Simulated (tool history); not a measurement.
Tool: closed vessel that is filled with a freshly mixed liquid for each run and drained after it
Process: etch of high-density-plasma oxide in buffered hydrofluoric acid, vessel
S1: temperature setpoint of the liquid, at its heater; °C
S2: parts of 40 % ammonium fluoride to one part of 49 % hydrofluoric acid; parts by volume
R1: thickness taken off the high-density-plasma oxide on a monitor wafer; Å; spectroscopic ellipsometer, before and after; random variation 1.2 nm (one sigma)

run 1 hour=0 | S1=24 S2=10.5 time_in_the_liquid_(s)=30 | R1=726.38
run 2 hour=8.1 | S1=25 S2=10 time_in_the_liquid_(s)=30 | R1=797.33
run 3 hour=12.8 | S1=26 S2=9.5 time_in_the_liquid_(s)=30 | R1=878.61
run 4 hour=22.1 | S1=26 S2=9.5 time_in_the_liquid_(s)=30 | R1=873.11
run 5 hour=28.9 | S1=23.5 S2=9.5 time_in_the_liquid_(s)=30 | R1=770.09
run 6 hour=37 | S1=23.5 S2=8.5 time_in_the_liquid_(s)=30 | R1=847.86
run 7 hour=41.8 | S1=24.5 S2=8 time_in_the_liquid_(s)=30 | R1=947.56

Run 8 comes next. What will it give?
run 8 hour=48.6 | S1=25.5 S2=7.5 time_in_the_liquid_(s)=30 | R1=?

R1: 1078.5 Å

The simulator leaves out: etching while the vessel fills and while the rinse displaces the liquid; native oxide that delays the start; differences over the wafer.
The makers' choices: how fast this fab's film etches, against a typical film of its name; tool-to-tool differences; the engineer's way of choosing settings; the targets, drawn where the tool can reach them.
